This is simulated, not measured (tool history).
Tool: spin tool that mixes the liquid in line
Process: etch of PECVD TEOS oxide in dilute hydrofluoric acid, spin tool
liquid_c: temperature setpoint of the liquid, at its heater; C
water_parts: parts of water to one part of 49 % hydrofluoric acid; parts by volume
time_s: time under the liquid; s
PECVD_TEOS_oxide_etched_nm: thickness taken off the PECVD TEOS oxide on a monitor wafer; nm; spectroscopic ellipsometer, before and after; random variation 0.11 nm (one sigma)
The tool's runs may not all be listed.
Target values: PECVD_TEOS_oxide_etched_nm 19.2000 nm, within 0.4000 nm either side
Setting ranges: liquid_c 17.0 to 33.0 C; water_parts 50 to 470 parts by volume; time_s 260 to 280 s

| run | hour | liquid_c | water_parts | time_s | PECVD_TEOS_oxide_etched_nm |
|---|---|---|---|---|---|
| 1 | 0.0 | 25.0 | 260 | 260 | 5.8487 |
| 2 | 5.2 | 27.5 | 200 | 260 | 8.9009 |
| 3 | 13.6 | 29.5 | 200 | 260 | 9.5731 |
| 4 | 20.4 | 30.5 | 165 | 260 | 12.5030 |
| 5 | 26.0 | 30.5 | 165 | 260 | 12.6550 |
| 6 | 30.0 | 31.5 | 150 | 260 | 14.4330 |
| 7 | 34.8 | 33.0 | 100 | 260 | 24.8680 |
| 8 | 42.8 | 31.5 | 100 | 260 | 23.7820 |
| 9 | 46.4 | 29.0 | 100 | 260 | 21.5040 |
| 10 | 49.4 | 27.5 | 100 | 260 | 20.3820 |
| 11 | 57.6 | 27.5 | 100 | 260 | 20.3270 |
| 12 | 58.2 | 27.0 | 100 | 260 | 20.0780 |

Which one of the following 5 next-run settings gets every result inside its allowed miss? There is exactly one.
| A | 58.8 | 25.0 | 90 | 270 | ? |
| B | 58.8 | 25.5 | 105 | 280 | ? |
| C | 58.8 | 27.0 | 100 | 280 | ? |
| D | 58.8 | 25.5 | 105 | 270 | ? |
| E | 58.8 | 27.5 | 100 | 275 | ? |

| move | PECVD_TEOS_oxide_etched_nm |
|---|---|
| A | 21.5950 |
| B | 19.1690 |
| C | 21.4700 |
| D | 18.4840 |
| E | 21.4930 |
A: the biggest miss grows against the last run
B: hits every target within its allowed miss
C: the biggest miss grows against the last run
D: takes the biggest miss from the last run beyond its target
E: the biggest miss grows against the last run
Move B is the one to make.
